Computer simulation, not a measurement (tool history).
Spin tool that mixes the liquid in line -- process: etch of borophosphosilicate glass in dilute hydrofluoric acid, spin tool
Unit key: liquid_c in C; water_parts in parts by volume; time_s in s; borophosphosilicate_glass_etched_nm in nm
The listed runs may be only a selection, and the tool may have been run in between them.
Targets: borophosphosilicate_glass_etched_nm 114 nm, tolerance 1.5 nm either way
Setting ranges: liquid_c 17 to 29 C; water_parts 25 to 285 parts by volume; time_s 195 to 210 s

run  hour  liquid_c  water_parts  time_s  borophosphosilicate_glass_etched_nm
  1     0        21          155     195                               70.391
  2     6        21          155     210                                75.73
  3   9.9      22.5          150     210                               83.762
  4  13.2      22.5          170     210                               72.146
     16.9  -- hydrofluoric acid flow meter replaced
  5  16.9        24          165     210                               72.674
  6  23.4        24          150     210                               81.263
  7    32        24          140     210                               87.564
  8  38.3      24.5          130     210                               97.319
  9  43.7        25          125     210                               104.28

Below are 5 possible settings for the next run. Only one of them brings all results inside the allowed miss of their targets. Which is it?
  A  49.1        29          145     195                                    ?
  B  49.1      23.5          105     200                                    ?
  C  49.1        27          145     210                                    ?
  D  49.1      25.5          125     195                                    ?
  E  49.1      26.5          125     210                                    ?

move  borophosphosilicate_glass_etched_nm
   A                               93.689
   B                               113.13
   C                               93.729
   D                                97.77
   E                               109.39
A: misses by more than the last run did
B: meets every target
C: misses by more than the last run did
D: misses by more than the last run did
E: nearer the targets than the last run, but a result is still out of spec
B is the move that brings every result within its allowed miss.
